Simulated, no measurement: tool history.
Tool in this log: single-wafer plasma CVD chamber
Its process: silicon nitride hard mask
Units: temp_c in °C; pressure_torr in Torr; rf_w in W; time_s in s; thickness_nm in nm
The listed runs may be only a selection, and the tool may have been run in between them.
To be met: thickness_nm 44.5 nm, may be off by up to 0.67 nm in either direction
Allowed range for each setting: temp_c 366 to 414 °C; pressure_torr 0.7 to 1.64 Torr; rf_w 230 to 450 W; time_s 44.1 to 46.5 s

run,day,temp_c,pressure_torr,rf_w,time_s,thickness_nm
1,0,390,1.17,340,46.5,53.935
2,0.25,390,1.06,330,46.4,51.446
3,0.533,390,0.98,320,46.3,49.441
4,0.604,390,0.92,315,46.3,48.193
5,0.675,384,0.92,315,46.3,48.34
6,0.758,384,0.92,355,46.3,51.763
7,0.975,384,0.87,340,46.2,49.788
8,1.142,384,0.7,295,45.8,42.811
9,1.342,384,0.73,295,45.8,43.528

Consider the 5 candidate settings below. Which is the only one whose results all fall within their allowed miss of target?
A,1.542,385,0.81,280,45.7,?
B,1.542,380,0.72,295,44.5,?
C,1.542,391,0.7,295,44.7,?
D,1.542,392,0.72,290,45.8,?
E,1.542,385,0.79,305,45.1,?

move,thickness_nm
A,42.982
B,42.146
C,41.837
D,42.663
E,44.515
A: the biggest miss grows against the last run
B: the biggest miss grows against the last run
C: the biggest miss grows against the last run
D: the biggest miss grows against the last run
E: all results in spec
Move E is the one to make.

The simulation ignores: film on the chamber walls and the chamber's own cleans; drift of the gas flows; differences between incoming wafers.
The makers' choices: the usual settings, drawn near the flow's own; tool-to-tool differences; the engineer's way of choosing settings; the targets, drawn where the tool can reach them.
